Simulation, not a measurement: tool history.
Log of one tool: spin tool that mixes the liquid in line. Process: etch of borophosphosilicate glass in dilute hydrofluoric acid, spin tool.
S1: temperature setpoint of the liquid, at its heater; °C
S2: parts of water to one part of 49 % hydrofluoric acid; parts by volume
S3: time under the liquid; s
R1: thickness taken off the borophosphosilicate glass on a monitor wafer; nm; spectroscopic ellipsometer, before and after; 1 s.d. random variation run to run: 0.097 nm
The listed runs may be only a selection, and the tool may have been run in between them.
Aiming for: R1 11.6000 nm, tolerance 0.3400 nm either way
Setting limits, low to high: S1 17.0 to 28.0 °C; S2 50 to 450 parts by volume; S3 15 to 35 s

run	hour	S1	S2	S3	R1
1	0.0	20.0	250	35	6.2730
2	5.8	18.0	250	35	5.8829
3	7.8	17.0	250	35	5.6127
4	16.1	17.0	300	35	4.4050
5	21.5	17.0	300	35	4.5250
6	26.3	17.0	360	35	3.5483
7	27.9	18.5	335	35	4.0758
8	36.1	19.5	315	35	4.5584
# hour 43.8: thermometer replaced
9	43.8	20.5	295	35	4.8642
10	51.7	24.5	195	35	9.3154
11	58.8	25.0	190	35	9.8854
12	61.1	25.5	190	35	9.8817
13	64.8	26.0	185	35	10.5050

Consider the 5 candidate settings below. Which is the only one whose results all fall within their allowed miss of target?
A	68.5	23.5	170	35	?
B	68.5	19.0	135	35	?
C	68.5	28.0	190	35	?
D	68.5	27.0	185	35	?
E	68.5	25.5	180	35	?

move	R1
A	10.5390
B	11.5470
C	10.8740
D	10.8380
E	10.6060
A: roughly where the last run was
B: all results in spec
C: closer than the last run, but not yet in spec
D: closer than the last run, but not yet in spec
E: closer than the last run, but not yet in spec
So the answer is move B, the one that meets all the targets.
